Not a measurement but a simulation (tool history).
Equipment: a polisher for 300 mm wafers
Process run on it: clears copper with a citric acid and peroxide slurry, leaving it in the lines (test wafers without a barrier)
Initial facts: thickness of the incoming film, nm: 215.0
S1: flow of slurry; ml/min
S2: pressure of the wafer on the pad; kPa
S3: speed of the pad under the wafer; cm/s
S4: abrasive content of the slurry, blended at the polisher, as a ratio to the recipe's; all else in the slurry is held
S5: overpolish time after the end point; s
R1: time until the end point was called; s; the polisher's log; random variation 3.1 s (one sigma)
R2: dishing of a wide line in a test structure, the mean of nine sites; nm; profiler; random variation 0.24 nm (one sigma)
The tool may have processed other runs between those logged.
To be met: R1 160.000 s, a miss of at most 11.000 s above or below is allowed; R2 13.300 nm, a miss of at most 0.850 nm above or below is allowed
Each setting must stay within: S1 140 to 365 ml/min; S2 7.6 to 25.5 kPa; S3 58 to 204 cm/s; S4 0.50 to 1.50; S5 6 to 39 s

{"run": 1, "hour": 0.0, "S1": 235, "S2": 16.5, "S3": 130, "S4": 1.0, "S5": 20, "R1": 115.21, "R2": 26.551}
{"run": 2, "hour": 1.7, "S1": 235, "S2": 16.5, "S3": 130, "S4": 1.1, "S5": 20, "R1": 109.95, "R2": 27.71}
{"run": 3, "hour": 2.6, "S1": 235, "S2": 16.5, "S3": 130, "S4": 1.1, "S5": 14, "R1": 108.52, "R2": 19.464}
{"run": 4, "hour": 5.7, "S1": 235, "S2": 16.5, "S3": 152, "S4": 1.1, "S5": 14, "R1": 103.02, "R2": 21.168}
{"run": 5, "hour": 7.2, "S1": 235, "S2": 16.5, "S3": 152, "S4": 1.2, "S5": 14, "R1": 99.435, "R2": 21.523}
{"hour": 13.2, "done": "head pressure recalibrated"}
{"run": 6, "hour": 13.2, "S1": 235, "S2": 13.1, "S3": 152, "S4": 1.2, "S5": 14, "R1": 114.91, "R2": 19.236}
{"run": 7, "hour": 18.4, "S1": 235, "S2": 12.4, "S3": 148, "S4": 1.2, "S5": 14, "R1": 122.23, "R2": 18.305}
{"run": 8, "hour": 24.4, "S1": 235, "S2": 11.7, "S3": 146, "S4": 1.2, "S5": 14, "R1": 120.11, "R2": 17.279}
{"run": 9, "hour": 33.1, "S1": 235, "S2": 11.0, "S3": 140, "S4": 1.2, "S5": 14, "R1": 134.1, "R2": 16.906}
{"run": 10, "hour": 36.9, "S1": 235, "S2": 10.3, "S3": 138, "S4": 1.2, "S5": 14, "R1": 146.91, "R2": 15.404}

Consider the 5 candidate settings below. Which is the only one whose results all fall within their allowed miss of target?
{"run": "A", "hour": 40.7, "S1": 275, "S2": 7.6, "S3": 122, "S4": 1.25, "S5": 16, "R1": "?", "R2": "?"}
{"run": "B", "hour": 40.7, "S1": 220, "S2": 10.3, "S3": 130, "S4": 1.15, "S5": 17, "R1": "?", "R2": "?"}
{"run": "C", "hour": 40.7, "S1": 165, "S2": 8.3, "S3": 158, "S4": 1.15, "S5": 16, "R1": "?", "R2": "?"}
{"run": "D", "hour": 40.7, "S1": 270, "S2": 9.7, "S3": 132, "S4": 1.05, "S5": 13, "R1": "?", "R2": "?"}
{"run": "E", "hour": 40.7, "S1": 230, "S2": 9.0, "S3": 144, "S4": 1.15, "S5": 16, "R1": "?", "R2": "?"}

move=A R1=185.400 R2=13.789
move=B R1=149.300 R2=17.840
move=C R1=161.690 R2=15.632
move=D R1=156.380 R2=13.397
move=E R1=155.510 R2=16.226
A: brings the result that was furthest off to its target, and leaves another outside
B: its largest miss is bigger than the last run's
C: its largest miss is bigger than the last run's
D: all results land within tolerance of their targets
E: its largest miss is bigger than the last run's
Correct choice: D, which meets every target
